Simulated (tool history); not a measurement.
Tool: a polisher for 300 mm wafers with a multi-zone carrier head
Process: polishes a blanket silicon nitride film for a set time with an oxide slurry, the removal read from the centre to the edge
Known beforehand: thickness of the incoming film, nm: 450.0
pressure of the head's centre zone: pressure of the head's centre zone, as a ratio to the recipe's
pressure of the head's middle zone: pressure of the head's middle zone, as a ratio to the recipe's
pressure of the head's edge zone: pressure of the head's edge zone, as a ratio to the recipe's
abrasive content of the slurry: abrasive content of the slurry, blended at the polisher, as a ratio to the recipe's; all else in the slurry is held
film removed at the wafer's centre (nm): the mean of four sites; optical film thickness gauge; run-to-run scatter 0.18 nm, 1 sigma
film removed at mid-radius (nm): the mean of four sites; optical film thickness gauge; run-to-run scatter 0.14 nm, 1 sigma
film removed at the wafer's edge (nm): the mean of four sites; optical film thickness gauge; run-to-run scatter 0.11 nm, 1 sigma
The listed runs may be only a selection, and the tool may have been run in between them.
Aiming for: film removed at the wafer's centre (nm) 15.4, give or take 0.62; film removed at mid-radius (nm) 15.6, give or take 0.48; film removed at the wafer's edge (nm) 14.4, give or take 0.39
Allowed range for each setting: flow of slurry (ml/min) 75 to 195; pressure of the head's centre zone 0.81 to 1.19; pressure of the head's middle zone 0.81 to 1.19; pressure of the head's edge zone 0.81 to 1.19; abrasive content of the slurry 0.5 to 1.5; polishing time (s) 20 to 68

run	hour	flow of slurry (ml/min)	pressure of the head's centre zone	pressure of the head's middle zone	pressure of the head's edge zone	abrasive content of the slurry	polishing time (s)	film removed at the wafer's centre (nm)	film removed at mid-radius (nm)	film removed at the wafer's edge (nm)
1	0	125	1	1	1	1	44	17.686	17.683	18.038
2	5.5	120	1	1.01	0.95	0.95	44	17.354	17.08	17.007
3	6.8	110	0.99	1.02	0.92	0.9	44	16.594	16.483	16.076
4	9.8	95	0.99	1.02	0.92	0.9	44	15.595	15.817	15.571
5	13.2	95	0.99	1.02	0.92	0.9	51	17.492	18.374	18.02
6	15.1	95	0.99	1.02	0.92	0.8	51	16.958	17.405	17.019
7	16.6	90	0.99	1.03	0.9	0.75	51	15.976	16.787	16.224
8	20.8	90	1	1.03	0.88	0.7	51	15.63	15.977	15.375
9	27	85	1.01	1.04	0.86	0.7	51	15.309	15.921	15.18
10	32.3	85	1.03	1.05	0.85	0.7	51	15.695	15.843	14.954
11	34.9	75	1.03	1.06	0.81	0.7	51	14.756	15.573	14.327

Exactly one of the 5 candidate moves below puts every result within its allowed miss. Which one?
A	37.5	75	0.97	1.08	0.86	0.75	50	?	?	?
B	37.5	85	1.03	1.05	0.82	0.6	54	?	?	?
C	37.5	75	1	1.12	0.85	0.6	55	?	?	?
D	37.5	90	1	1.08	0.81	0.6	51	?	?	?
E	37.5	80	0.95	1.13	0.84	0.55	56	?	?	?

move	film removed at the wafer's centre (nm)	film removed at mid-radius (nm)	film removed at the wafer's edge (nm)
A	14.157	15.844	15.05
B	15.289	15.574	14.563
C	14.21	15.903	14.561
D	14.376	15.396	13.868
E	13.5	15.953	14.264
A: the biggest miss grows against the last run
B: each result inside its tolerance
C: the biggest miss grows against the last run
D: the biggest miss grows against the last run
E: the biggest miss grows against the last run
Correct choice: B, which meets every target
